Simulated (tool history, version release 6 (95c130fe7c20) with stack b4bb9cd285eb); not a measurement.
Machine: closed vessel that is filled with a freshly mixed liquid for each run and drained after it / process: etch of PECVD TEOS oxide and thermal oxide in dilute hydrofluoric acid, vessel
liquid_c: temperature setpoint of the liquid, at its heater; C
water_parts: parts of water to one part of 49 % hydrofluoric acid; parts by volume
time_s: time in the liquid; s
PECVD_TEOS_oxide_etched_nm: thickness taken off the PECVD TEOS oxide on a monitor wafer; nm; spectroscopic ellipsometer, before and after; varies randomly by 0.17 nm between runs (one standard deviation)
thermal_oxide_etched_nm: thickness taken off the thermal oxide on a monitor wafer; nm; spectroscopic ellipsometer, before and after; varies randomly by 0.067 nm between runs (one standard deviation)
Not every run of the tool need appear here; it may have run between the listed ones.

Run 1, hour 0: liquid_c 24 C, water_parts 50 parts by volume, time_s 60 s. Result: PECVD_TEOS_oxide_etched_nm 25.094 nm, thermal_oxide_etched_nm 6.0727 nm.
Run 2, hour 2.8: liquid_c 24 C, water_parts 50 parts by volume, time_s 85 s. Result: PECVD_TEOS_oxide_etched_nm 35.716 nm, thermal_oxide_etched_nm 8.7766 nm.
Run 3, hour 8.3: liquid_c 24 C, water_parts 65 parts by volume, time_s 85 s. Result: PECVD_TEOS_oxide_etched_nm 26.738 nm, thermal_oxide_etched_nm 6.5988 nm.
Run 4, hour 10.9: liquid_c 25 C, water_parts 65 parts by volume, time_s 85 s. Result: PECVD_TEOS_oxide_etched_nm 27.895 nm, thermal_oxide_etched_nm 6.9167 nm.
Run 5, hour 14.7: liquid_c 25.5 C, water_parts 65 parts by volume, time_s 85 s. Result: PECVD_TEOS_oxide_etched_nm 28.373 nm, thermal_oxide_etched_nm 7.0562 nm.
Run 6, hour 22.8: liquid_c 26 C, water_parts 65 parts by volume, time_s 85 s. Result: PECVD_TEOS_oxide_etched_nm 28.72 nm, thermal_oxide_etched_nm 7.2296 nm.

Predict the results of run 7:
Run 7, hour 25.7: liquid_c 26.5 C, water_parts 65 parts by volume, time_s 85 s. Result: PECVD_TEOS_oxide_etched_nm ?, thermal_oxide_etched_nm ?.

Run 7 measured PECVD_TEOS_oxide_etched_nm 29.39 nm, thermal_oxide_etched_nm 7.2295 nm.
